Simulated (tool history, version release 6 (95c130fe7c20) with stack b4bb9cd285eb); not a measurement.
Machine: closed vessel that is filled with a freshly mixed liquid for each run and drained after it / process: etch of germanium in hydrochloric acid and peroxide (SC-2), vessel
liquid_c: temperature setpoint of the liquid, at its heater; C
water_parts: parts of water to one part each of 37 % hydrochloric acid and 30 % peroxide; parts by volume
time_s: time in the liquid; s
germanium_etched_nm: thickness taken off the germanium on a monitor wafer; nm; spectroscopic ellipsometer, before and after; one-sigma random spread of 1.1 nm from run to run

run	day	liquid_c	water_parts	time_s	germanium_etched_nm
1	0	59	5.5	30	92.838
2	0.188	61	5.5	30	99.367
3	0.3	65	5.5	30	111.25
4	0.346	66	5.5	30	115.7
5	0.608	66	5.5	30	116.27
6	0.667	66.5	5.5	30	115.98
# day 0.942: chemicals flow meter replaced
7	0.942	67	5.5	30	119.52
8	1.329	67	5.5	30	119.39

Forecast run 9:
9	1.658	67.5	5.5	30	?

For run 9 the tool returned germanium_etched_nm 119.01 nm.
